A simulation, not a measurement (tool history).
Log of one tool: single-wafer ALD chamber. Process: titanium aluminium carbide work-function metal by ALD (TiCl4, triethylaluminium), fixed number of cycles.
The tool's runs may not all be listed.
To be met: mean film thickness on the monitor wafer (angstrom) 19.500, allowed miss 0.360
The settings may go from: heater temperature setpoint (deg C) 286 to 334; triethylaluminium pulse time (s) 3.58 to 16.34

run    day  heater temperature setpoint (deg C)  triethylaluminium pulse time (s)  mean film thickness on the monitor wafer (angstrom)
  1  0.000                                  310                              9.96                                               22.569
  2  0.371                                  305                              9.09                                               21.661
  3  0.475                                  305                             10.75                                               22.221
  4  0.679                                  305                              8.94                                               21.610
  5  0.779                                  302                              8.63                                               21.493
  6  0.858                                  299                              7.86                                               20.878
  7  0.979                                  299                              7.86                                               20.898
  8  1.125                                  297                              7.48                                               20.077
  9  1.233                                  297                              7.48                                               20.277
 10  1.375                                  289                              6.54                                               18.799
 11  1.712                                  290                              6.59                                               18.817
 12  2.017                                  291                              6.63                                               19.078

Which of these 4 next moves meets every target?
  A  2.321                                  286                              6.56                                                    ?
  B  2.321                                  300                              6.30                                                    ?
  C  2.321                                  289                              6.23                                                    ?
  D  2.321                                  286                              6.91                                                    ?

move  mean film thickness on the monitor wafer (angstrom)
   A                                               18.538
   B                                               19.312
   C                                               18.416
   D                                               18.857
A: further off than the last run
B: meets every target
C: further off than the last run
D: further off than the last run
The right move is B.

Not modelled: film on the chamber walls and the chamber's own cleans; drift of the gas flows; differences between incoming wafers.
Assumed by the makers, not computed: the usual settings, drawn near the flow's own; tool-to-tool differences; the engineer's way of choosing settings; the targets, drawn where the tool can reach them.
